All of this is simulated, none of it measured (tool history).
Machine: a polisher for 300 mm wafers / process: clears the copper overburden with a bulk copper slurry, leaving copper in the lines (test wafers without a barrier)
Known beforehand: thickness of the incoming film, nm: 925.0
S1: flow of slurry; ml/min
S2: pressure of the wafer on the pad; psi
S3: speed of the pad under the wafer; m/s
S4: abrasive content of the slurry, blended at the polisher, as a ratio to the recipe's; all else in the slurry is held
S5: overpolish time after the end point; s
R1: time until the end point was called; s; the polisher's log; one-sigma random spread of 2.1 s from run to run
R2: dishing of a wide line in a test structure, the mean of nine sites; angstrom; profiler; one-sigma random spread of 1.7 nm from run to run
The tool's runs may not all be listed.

{"run": 1, "hour": 0.0, "S1": 145, "S2": 2.5, "S3": 0.92, "S4": 1.0, "S5": 23, "R1": 152.03, "R2": 802.91}
{"run": 2, "hour": 7.6, "S1": 145, "S2": 2.2, "S3": 0.92, "S4": 1.0, "S5": 23, "R1": 169.34, "R2": 736.55}
{"run": 3, "hour": 12.1, "S1": 145, "S2": 2.5, "S3": 0.92, "S4": 1.0, "S5": 24, "R1": 152.25, "R2": 802.94}
{"run": 4, "hour": 19.2, "S1": 145, "S2": 2.7, "S3": 0.92, "S4": 1.0, "S5": 26, "R1": 138.92, "R2": 912.64}
{"run": 5, "hour": 21.3, "S1": 145, "S2": 2.7, "S3": 1.04, "S4": 1.0, "S5": 26, "R1": 125.01, "R2": 972.66}
{"run": 6, "hour": 22.6, "S1": 145, "S2": 2.7, "S3": 1.18, "S4": 1.0, "S5": 26, "R1": 111.13, "R2": 1015.0}
{"run": 7, "hour": 27.5, "S1": 145, "S2": 2.7, "S3": 1.18, "S4": 1.0, "S5": 27, "R1": 110.0, "R2": 1004.3}
{"run": 8, "hour": 35.7, "S1": 145, "S2": 2.7, "S3": 1.16, "S4": 1.0, "S5": 28, "R1": 111.42, "R2": 1014.5}
{"run": 9, "hour": 37.4, "S1": 145, "S2": 2.7, "S3": 1.14, "S4": 1.0, "S5": 29, "R1": 112.27, "R2": 1050.2}

What will run 10 give?
{"run": 10, "hour": 41.1, "S1": 145, "S2": 2.7, "S3": 1.14, "S4": 1.0, "S5": 30, "R1": "?", "R2": "?"}

{"run 10": {"R1": 114.0, "R2": 1030.7}}
